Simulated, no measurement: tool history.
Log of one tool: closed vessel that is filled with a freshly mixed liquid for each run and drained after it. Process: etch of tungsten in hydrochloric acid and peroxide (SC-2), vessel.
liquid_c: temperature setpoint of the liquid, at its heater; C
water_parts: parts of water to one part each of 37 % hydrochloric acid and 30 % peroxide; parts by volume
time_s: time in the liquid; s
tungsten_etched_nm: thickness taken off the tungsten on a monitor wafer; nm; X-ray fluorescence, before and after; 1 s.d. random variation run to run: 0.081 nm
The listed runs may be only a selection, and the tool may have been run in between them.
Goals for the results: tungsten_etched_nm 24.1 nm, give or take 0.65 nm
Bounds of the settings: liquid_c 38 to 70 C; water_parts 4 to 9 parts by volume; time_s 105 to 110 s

run 1 hour=0 | liquid_c=54 water_parts=5 time_s=105 | tungsten_etched_nm=34.418
run 2 hour=5.1 | liquid_c=52.5 water_parts=5 time_s=105 | tungsten_etched_nm=31.156
run 3 hour=7.7 | liquid_c=51.5 water_parts=5 time_s=105 | tungsten_etched_nm=29.064
run 4 hour=8.8 | liquid_c=46 water_parts=5 time_s=105 | tungsten_etched_nm=20.254
run 5 hour=14.2 | liquid_c=53 water_parts=5 time_s=105 | tungsten_etched_nm=32.356
run 6 hour=23.2 | liquid_c=52 water_parts=5 time_s=105 | tungsten_etched_nm=30.114
-- hour=24.5 chemicals flow meter replaced
run 7 hour=24.5 | liquid_c=51 water_parts=5 time_s=105 | tungsten_etched_nm=27.195
run 8 hour=25.5 | liquid_c=50.5 water_parts=5 time_s=105 | tungsten_etched_nm=26.126
run 9 hour=28.4 | liquid_c=50 water_parts=5 time_s=105 | tungsten_etched_nm=25.247

Consider the 4 candidate settings below. Which is the only one whose results all fall within their allowed miss of target?
run A hour=31.3 | liquid_c=50.5 water_parts=6 time_s=110 | tungsten_etched_nm=?
run B hour=31.3 | liquid_c=49.5 water_parts=5 time_s=110 | tungsten_etched_nm=?
run C hour=31.3 | liquid_c=47.5 water_parts=4 time_s=110 | tungsten_etched_nm=?
run D hour=31.3 | liquid_c=48 water_parts=4 time_s=105 | tungsten_etched_nm=?

move=A tungsten_etched_nm=23.999
move=B tungsten_etched_nm=25.658
move=C tungsten_etched_nm=26.165
move=D tungsten_etched_nm=25.834
A: in spec on every target
B: misses by more than the last run did
C: misses by more than the last run did
D: misses by more than the last run did
The right move is A.
